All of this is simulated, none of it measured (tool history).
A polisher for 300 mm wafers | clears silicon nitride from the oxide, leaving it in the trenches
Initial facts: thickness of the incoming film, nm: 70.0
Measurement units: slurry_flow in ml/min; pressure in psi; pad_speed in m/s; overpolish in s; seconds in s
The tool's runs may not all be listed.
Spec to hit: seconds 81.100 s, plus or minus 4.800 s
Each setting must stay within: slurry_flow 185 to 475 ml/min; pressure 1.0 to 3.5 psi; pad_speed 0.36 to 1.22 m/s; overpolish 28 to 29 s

| run | hour | slurry_flow | pressure | pad_speed | overpolish | seconds |
|---|---|---|---|---|---|---|
| 1 | 0.0 | 305 | 2.2 | 0.78 | 28 | 124.680 |
| 2 | 7.6 | 305 | 2.2 | 0.66 | 28 | 151.560 |
| 3 | 13.7 | 305 | 1.8 | 0.66 | 28 | 185.020 |
| 4 | 20.4 | 345 | 1.8 | 0.66 | 28 | 184.540 |
| 5 | 24.2 | 345 | 2.2 | 0.66 | 28 | 147.250 |
| 6 | 27.3 | 345 | 2.2 | 0.54 | 28 | 176.890 |
| 7 | 31.5 | 345 | 2.5 | 0.56 | 28 | 158.060 |
| 8 | 39.7 | 355 | 3.1 | 0.78 | 28 | 90.569 |
| 9 | 45.3 | 355 | 3.1 | 0.78 | 28 | 90.196 |
| 10 | 49.2 | 355 | 3.2 | 0.78 | 28 | 88.352 |

Pick the move, out of 5, that brings all results within their allowed miss; only one does.
| A | 53.1 | 335 | 3.1 | 0.74 | 29 | ? |
| B | 53.1 | 370 | 3.1 | 0.86 | 28 | ? |
| C | 53.1 | 395 | 3.3 | 0.72 | 28 | ? |
| D | 53.1 | 315 | 2.9 | 0.80 | 28 | ? |
| E | 53.1 | 385 | 2.8 | 0.82 | 28 | ? |

| move | seconds |
|---|---|
| A | 95.881 |
| B | 82.239 |
| C | 91.396 |
| D | 95.450 |
| E | 94.841 |
A: misses by more than the last run did
B: all results land within tolerance of their targets
C: misses by more than the last run did
D: misses by more than the last run did
E: misses by more than the last run did
Go with B: it meets all targets.
